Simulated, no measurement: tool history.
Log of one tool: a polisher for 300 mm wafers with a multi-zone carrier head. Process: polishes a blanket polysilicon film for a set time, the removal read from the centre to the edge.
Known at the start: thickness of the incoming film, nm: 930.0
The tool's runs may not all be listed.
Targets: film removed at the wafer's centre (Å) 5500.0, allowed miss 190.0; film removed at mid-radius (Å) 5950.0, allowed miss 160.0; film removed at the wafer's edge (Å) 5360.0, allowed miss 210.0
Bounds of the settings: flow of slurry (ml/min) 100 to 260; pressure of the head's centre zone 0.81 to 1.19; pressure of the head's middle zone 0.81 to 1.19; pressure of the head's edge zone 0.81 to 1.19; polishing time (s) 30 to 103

run,hour,flow of slurry (ml/min),pressure of the head's centre zone,pressure of the head's middle zone,pressure of the head's edge zone,polishing time (s),film removed at the wafer's centre (Å),film removed at mid-radius (Å),film removed at the wafer's edge (Å)
1,0.0,165,1.00,1.00,1.00,66,3978.0,4116.8,3880.0
2,6.6,150,1.00,1.00,1.00,66,3883.7,4044.5,3795.5
3,7.3,150,0.94,1.00,1.00,66,3715.7,4019.6,3885.3
4,14.9,150,0.97,1.00,1.00,66,3801.6,4019.7,3839.5
5,22.2,170,0.99,1.03,1.04,70,4232.9,4470.4,4176.8
6,27.8,170,0.99,0.97,1.04,70,4309.2,4226.7,4257.5
7,30.2,185,0.99,1.01,1.06,73,4433.3,4668.0,4506.7
8,36.1,200,1.01,1.03,1.08,76,4797.6,4985.1,4746.7
9,43.5,210,1.02,1.05,1.10,78,5087.5,5213.9,4882.6
10,50.4,215,1.02,1.07,1.11,80,5155.2,5398.1,5171.4
11,52.6,225,1.03,1.09,1.10,81,5259.2,5634.9,5113.9
12,54.8,230,1.03,1.10,1.11,82,5432.8,5639.4,5221.0

Which of these 4 next moves meets every target?
A,57.0,260,1.03,1.12,1.14,83,?,?,?
B,57.0,230,0.83,1.10,1.16,91,?,?,?
C,57.0,225,1.02,1.05,1.09,83,?,?,?
D,57.0,255,0.95,1.03,1.18,87,?,?,?

move,film removed at the wafer's centre (Å),film removed at mid-radius (Å),film removed at the wafer's edge (Å)
A,5513.7,5893.8,5451.0
B,5136.6,6286.7,5956.9
C,5368.6,5520.7,5280.3
D,5448.1,5794.6,5797.5
A: meets every target
B: takes the result that was furthest off past its target
C: further off than the last run
D: brings the result that was furthest off to its target, and leaves another outside
Move A is the one to make.

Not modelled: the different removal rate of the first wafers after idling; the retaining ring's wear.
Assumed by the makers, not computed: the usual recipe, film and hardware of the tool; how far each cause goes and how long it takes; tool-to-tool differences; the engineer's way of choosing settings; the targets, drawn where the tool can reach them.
